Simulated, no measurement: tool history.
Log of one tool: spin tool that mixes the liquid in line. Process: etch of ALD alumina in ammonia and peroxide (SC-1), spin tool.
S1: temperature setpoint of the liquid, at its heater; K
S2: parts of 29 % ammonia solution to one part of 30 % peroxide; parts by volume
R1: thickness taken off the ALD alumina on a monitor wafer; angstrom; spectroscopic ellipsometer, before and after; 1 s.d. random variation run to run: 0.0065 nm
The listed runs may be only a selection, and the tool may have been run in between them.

Run 1, hour 0: S1 330.15 K, S2 0.45 parts by volume, time under the liquid (s) 20. Result: R1 11.291 angstrom.
Run 2, hour 8.6: S1 329.65 K, S2 0.45 parts by volume, time under the liquid (s) 20. Result: R1 10.98 angstrom.
Run 3, hour 11: S1 323.65 K, S2 0.45 parts by volume, time under the liquid (s) 20. Result: R1 7.8794 angstrom.
Run 4, hour 19.1: S1 320.65 K, S2 0.45 parts by volume, time under the liquid (s) 20. Result: R1 6.7621 angstrom.
Run 5, hour 26: S1 321.65 K, S2 0.45 parts by volume, time under the liquid (s) 20. Result: R1 7.2046 angstrom.
Run 6, hour 30.5: S1 322.15 K, S2 0.45 parts by volume, time under the liquid (s) 20. Result: R1 7.3411 angstrom.

The next listed run, before its measurement:
Run 7, hour 35.7: S1 322.65 K, S2 0.45 parts by volume, time under the liquid (s) 20. Result: R1 ?.

R1: 7.6419 angstrom
